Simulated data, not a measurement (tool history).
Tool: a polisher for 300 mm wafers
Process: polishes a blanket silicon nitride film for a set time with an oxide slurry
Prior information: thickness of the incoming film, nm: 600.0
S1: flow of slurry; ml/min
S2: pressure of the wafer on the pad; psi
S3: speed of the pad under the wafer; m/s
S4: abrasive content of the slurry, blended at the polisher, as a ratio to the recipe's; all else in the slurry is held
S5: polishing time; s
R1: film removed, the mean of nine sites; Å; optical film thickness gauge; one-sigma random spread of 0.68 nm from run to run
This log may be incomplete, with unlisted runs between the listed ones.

run	hour	S1	S2	S3	S4	S5	R1
1	0	165	4.6	0.9	1	120	856.94
2	8.4	165	4.5	0.9	1	120	861.77
3	13.1	165	4.5	1.1	1	120	998.81
4	17	165	4.3	1.1	1	120	975.12
5	22.8	165	4.1	1.1	1	120	930.32
6	25	165	4.1	1.1	0.8	120	811.73
7	32.2	150	3.1	1.08	0.8	120	621.03

What does the tool deliver on the next run?
# hour 40.6: head pressure recalibrated
8	40.6	160	3.2	1.08	0.8	120	?

{"run 8": {"R1": 709.68}}
